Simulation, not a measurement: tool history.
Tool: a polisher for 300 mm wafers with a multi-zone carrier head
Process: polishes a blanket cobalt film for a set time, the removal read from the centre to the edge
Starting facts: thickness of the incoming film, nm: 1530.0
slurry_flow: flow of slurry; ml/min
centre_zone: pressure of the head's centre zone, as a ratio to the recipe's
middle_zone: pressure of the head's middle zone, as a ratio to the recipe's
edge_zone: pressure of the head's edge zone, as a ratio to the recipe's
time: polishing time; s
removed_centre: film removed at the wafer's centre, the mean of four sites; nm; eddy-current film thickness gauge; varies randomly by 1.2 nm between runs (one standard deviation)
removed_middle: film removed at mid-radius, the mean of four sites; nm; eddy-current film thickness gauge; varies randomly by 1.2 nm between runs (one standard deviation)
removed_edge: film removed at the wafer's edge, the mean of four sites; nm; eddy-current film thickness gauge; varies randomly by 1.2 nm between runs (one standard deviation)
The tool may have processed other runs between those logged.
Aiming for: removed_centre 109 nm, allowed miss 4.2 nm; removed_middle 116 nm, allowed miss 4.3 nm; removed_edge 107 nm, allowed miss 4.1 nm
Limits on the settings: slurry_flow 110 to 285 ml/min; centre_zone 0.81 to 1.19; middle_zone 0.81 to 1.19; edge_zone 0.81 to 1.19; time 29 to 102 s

run	hour	slurry_flow	centre_zone	middle_zone	edge_zone	time	removed_centre	removed_middle	removed_edge
1	0	180	1	1	1	65	167.38	172.33	166.63
2	0.6	180	1	0.94	1	65	166.61	167.91	164.64
3	9.3	180	1	1.01	1	65	166.31	173.73	162.57
4	16.2	180	1	1.01	0.93	65	167.46	172.36	160.96
5	18.6	180	1	1.09	0.93	65	167.29	183.25	158.5
6	20.4	180	1	1.16	0.93	65	165.9	186.88	160.16
7	28.2	170	0.99	1.11	0.93	57	141.66	158.89	139.46
8	32.1	165	0.99	1.08	0.92	52	127.98	141.62	124.45
9	37.6	155	0.98	1.04	0.9	50	119.45	132.09	117.11
10	42	145	0.98	1.01	0.89	49	118.52	124.66	114.16
11	44.5	140	0.97	1	0.88	49	115.3	121.79	113.83
12	49.9	130	0.96	1	0.82	46	103.81	114.73	100.64

Consider the 4 candidate settings below. Which is the only one whose results all fall within their allowed miss of target?
A	55.3	120	0.96	0.96	0.82	49	?	?	?
B	55.3	160	1.03	1.17	0.81	42	?	?	?
C	55.3	110	0.98	1.08	0.81	47	?	?	?
D	55.3	170	1.11	1.17	0.81	40	?	?	?

move	removed_centre	removed_middle	removed_edge
A	107.99	112.84	105.79
B	106.45	116.5	94.558
C	102.32	112.89	99.016
D	109.55	112.23	90.832
A: every result within its allowed miss
B: its largest miss is bigger than the last run's
C: its largest miss is bigger than the last run's
D: its largest miss is bigger than the last run's
A is the move that brings every result within its allowed miss.
